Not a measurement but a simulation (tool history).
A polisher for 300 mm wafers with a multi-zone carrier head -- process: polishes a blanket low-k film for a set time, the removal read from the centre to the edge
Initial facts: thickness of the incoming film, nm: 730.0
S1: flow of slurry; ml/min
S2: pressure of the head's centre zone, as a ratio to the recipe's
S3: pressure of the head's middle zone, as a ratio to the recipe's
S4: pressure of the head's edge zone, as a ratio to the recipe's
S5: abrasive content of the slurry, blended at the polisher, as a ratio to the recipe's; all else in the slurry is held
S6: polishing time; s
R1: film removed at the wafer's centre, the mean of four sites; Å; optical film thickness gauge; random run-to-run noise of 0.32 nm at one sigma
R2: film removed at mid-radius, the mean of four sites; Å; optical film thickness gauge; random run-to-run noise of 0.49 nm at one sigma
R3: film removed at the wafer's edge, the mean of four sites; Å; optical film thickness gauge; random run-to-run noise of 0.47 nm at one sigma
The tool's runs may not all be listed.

Run 1, hour 0: S1 155 ml/min, S2 1, S3 1, S4 1, S5 1, S6 44 s. Result: R1 251.22 Å, R2 262.82 Å, R3 267.24 Å.
Run 2, hour 4.6: S1 165 ml/min, S2 1, S3 1.04, S4 1.02, S5 1.05, S6 44 s. Result: R1 258.43 Å, R2 280.08 Å, R3 265.76 Å.
Run 3, hour 9.3: S1 160 ml/min, S2 0.98, S3 1.05, S4 1.02, S5 1.15, S6 45 s. Result: R1 276.8 Å, R2 307.22 Å, R3 280.86 Å.
Run 4, hour 16: S1 160 ml/min, S2 0.95, S3 1.05, S4 1.04, S5 1.2, S6 46 s. Result: R1 278.98 Å, R2 319.26 Å, R3 302.43 Å.
Run 5, hour 18.5: S1 165 ml/min, S2 0.94, S3 1.06, S4 1.06, S5 1.25, S6 46 s. Result: R1 284.6 Å, R2 330.93 Å, R3 308.51 Å.
Run 6, hour 25.9: S1 170 ml/min, S2 0.93, S3 1.07, S4 1.07, S5 1.3, S6 46 s. Result: R1 285.76 Å, R2 336.49 Å, R3 318.26 Å.

The next listed run, before its measurement:
Run 7, hour 30.9: S1 170 ml/min, S2 0.93, S3 1.08, S4 1.08, S5 1.35, S6 46 s. Result: R1 ?, R2 ?, R3 ?.

{"run 7": {"R1": 298.34, "R2": 341.37, "R3": 323.55}}
